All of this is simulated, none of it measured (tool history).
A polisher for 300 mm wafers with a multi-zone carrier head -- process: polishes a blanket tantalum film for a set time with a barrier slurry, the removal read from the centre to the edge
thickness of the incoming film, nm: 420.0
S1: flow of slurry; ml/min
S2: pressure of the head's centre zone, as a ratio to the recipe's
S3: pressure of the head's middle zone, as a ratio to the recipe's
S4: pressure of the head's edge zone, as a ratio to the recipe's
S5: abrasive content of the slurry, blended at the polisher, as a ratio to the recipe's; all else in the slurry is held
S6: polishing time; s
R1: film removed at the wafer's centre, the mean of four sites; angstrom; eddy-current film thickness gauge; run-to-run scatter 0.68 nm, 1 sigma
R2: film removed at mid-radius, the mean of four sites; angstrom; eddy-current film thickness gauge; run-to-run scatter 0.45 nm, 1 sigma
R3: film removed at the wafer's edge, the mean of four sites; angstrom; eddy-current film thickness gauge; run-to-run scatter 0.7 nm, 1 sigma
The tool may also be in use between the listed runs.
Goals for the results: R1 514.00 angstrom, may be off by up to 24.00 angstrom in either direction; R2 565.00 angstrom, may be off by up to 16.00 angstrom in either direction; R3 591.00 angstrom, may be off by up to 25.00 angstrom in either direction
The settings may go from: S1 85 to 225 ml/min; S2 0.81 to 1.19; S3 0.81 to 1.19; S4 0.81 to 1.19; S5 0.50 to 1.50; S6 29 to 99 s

run 1 hour=0.0 | S1=145 S2=1.00 S3=1.00 S4=1.00 S5=1.00 S6=64 | R1=709.81 R2=699.64 R3=728.75
run 2 hour=8.5 | S1=140 S2=0.98 S3=0.99 S4=0.98 S5=0.95 S6=64 | R1=676.64 R2=676.91 R3=719.75
run 3 hour=15.5 | S1=140 S2=0.98 S3=1.02 S4=0.98 S5=0.95 S6=64 | R1=673.63 R2=702.18 R3=729.73
run 4 hour=19.2 | S1=140 S2=0.98 S3=1.05 S4=0.98 S5=0.95 S6=64 | R1=658.38 R2=719.65 R3=706.16
run 5 hour=27.1 | S1=140 S2=0.98 S3=1.05 S4=0.98 S5=0.95 S6=73 | R1=773.31 R2=821.34 R3=815.79
run 6 hour=31.9 | S1=140 S2=1.03 S3=1.05 S4=0.98 S5=0.95 S6=73 | R1=820.59 R2=810.68 R3=817.78
-- hour=34.5 slurry nozzle cleaned
run 7 hour=34.5 | S1=140 S2=1.01 S3=1.04 S4=0.97 S5=0.85 S6=71 | R1=841.78 R2=842.61 R3=822.95
run 8 hour=38.2 | S1=140 S2=1.01 S3=1.04 S4=0.96 S5=0.95 S6=69 | R1=846.60 R2=850.74 R3=826.09
run 9 hour=43.5 | S1=150 S2=1.00 S3=1.03 S4=0.97 S5=0.85 S6=68 | R1=799.54 R2=809.69 R3=790.16
run 10 hour=51.7 | S1=145 S2=0.99 S3=1.03 S4=0.99 S5=0.80 S6=66 | R1=755.30 R2=775.38 R3=756.97

Consider the 4 candidate settings below. Which is the only one whose results all fall within their allowed miss of target?
run A hour=59.9 | S1=115 S2=0.89 S3=0.99 S4=1.00 S5=1.00 S6=49 | R1=? R2=? R3=?
run B hour=59.9 | S1=135 S2=0.85 S3=1.02 S4=1.01 S5=1.05 S6=44 | R1=? R2=? R3=?
run C hour=59.9 | S1=130 S2=0.98 S3=1.08 S4=1.03 S5=0.65 S6=55 | R1=? R2=? R3=?
run D hour=59.9 | S1=130 S2=0.84 S3=1.18 S4=1.05 S5=1.25 S6=41 | R1=? R2=? R3=?

move=A R1=531.05 R2=569.69 R3=583.98
move=B R1=477.49 R2=547.05 R3=544.47
move=C R1=587.96 R2=615.79 R3=590.46
move=D R1=456.49 R2=599.15 R3=536.38
A: hits every target within its allowed miss
B: pushes the last run's worst result past its target
C: nearer the targets than the last run, but a result is still out of spec
D: nearer the targets than the last run, but a result is still out of spec
So the answer is move A, the one that meets all the targets.
